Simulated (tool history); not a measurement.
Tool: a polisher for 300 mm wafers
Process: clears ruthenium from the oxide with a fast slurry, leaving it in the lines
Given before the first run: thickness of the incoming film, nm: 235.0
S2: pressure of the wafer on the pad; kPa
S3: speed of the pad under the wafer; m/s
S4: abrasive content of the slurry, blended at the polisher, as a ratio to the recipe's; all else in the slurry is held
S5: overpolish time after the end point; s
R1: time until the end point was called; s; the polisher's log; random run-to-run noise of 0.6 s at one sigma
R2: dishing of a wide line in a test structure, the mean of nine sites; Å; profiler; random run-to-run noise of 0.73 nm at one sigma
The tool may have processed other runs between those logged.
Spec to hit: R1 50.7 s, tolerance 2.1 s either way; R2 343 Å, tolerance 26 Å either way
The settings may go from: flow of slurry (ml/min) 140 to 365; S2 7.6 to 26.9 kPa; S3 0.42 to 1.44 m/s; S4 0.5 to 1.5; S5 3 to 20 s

run 1 hour=0 | flow_of_slurry_(ml/min)=235 S2=17.2 S3=0.92 S4=1 S5=10 | R1=62.735 R2=260.75
run 2 hour=5 | flow_of_slurry_(ml/min)=235 S2=17.9 S3=0.92 S4=1 S5=10 | R1=59.517 R2=273.26
run 3 hour=6.3 | flow_of_slurry_(ml/min)=235 S2=17.9 S3=0.92 S4=1.1 S5=10 | R1=57.964 R2=278.52
run 4 hour=7 | flow_of_slurry_(ml/min)=235 S2=18.6 S3=0.92 S4=1.1 S5=10 | R1=55.354 R2=286.32
run 5 hour=10.2 | flow_of_slurry_(ml/min)=235 S2=19.3 S3=0.92 S4=1.1 S5=11 | R1=54.174 R2=329.41
run 6 hour=16.6 | flow_of_slurry_(ml/min)=235 S2=23.4 S3=0.92 S4=1.1 S5=11 | R1=45.86 R2=381.97
run 7 hour=21.9 | flow_of_slurry_(ml/min)=235 S2=22.8 S3=0.92 S4=1.1 S5=11 | R1=47.1 R2=360.85
run 8 hour=27.3 | flow_of_slurry_(ml/min)=235 S2=22.1 S3=0.92 S4=1.1 S5=11 | R1=47.921 R2=363.99

Which of these 4 next moves meets every target?
run A hour=32.7 | flow_of_slurry_(ml/min)=265 S2=20 S3=0.88 S4=0.95 S5=12 | R1=? R2=?
run B hour=32.7 | flow_of_slurry_(ml/min)=270 S2=23.4 S3=1.08 S4=0.85 S5=10 | R1=? R2=?
run C hour=32.7 | flow_of_slurry_(ml/min)=170 S2=22.8 S3=0.84 S4=1.1 S5=11 | R1=? R2=?
run D hour=32.7 | flow_of_slurry_(ml/min)=205 S2=24.1 S3=0.58 S4=1.25 S5=10 | R1=? R2=?

move=A R1=57.094 R2=333.72
move=B R1=44.626 R2=352.99
move=C R1=51.827 R2=336.6
move=D R1=58.518 R2=277.5
A: moves the result that the last run missed by most past its target, out the other side
B: further off than the last run
C: all results in spec
D: moves the result that the last run missed by most past its target, out the other side
The move that meets every target is C.

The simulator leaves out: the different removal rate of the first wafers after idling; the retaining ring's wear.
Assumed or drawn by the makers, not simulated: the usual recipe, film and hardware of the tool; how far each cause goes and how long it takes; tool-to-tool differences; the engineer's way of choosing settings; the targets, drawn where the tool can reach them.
